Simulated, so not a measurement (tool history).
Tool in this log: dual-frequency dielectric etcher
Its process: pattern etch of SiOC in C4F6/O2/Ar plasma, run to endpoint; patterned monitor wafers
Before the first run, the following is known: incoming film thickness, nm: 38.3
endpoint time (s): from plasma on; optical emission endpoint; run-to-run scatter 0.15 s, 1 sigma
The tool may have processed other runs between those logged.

run  hour  bias power (kW)  source power (kW)  endpoint time (s)
  1   0.0            0.502              0.270             15.323
  2   8.6            0.502              0.240             15.845
  3  13.7            0.502              0.270             15.154
  4  20.9            0.467              0.250             16.350
  5  22.8            0.440              0.250             16.750
  6  23.5            0.417              0.250             17.022
  7  30.7            0.397              0.240             17.966
  8  37.3            0.384              0.240             18.133

Run 9 comes next. What will it give?
  9  42.2            0.372              0.240                  ?

endpoint time (s): 18.302
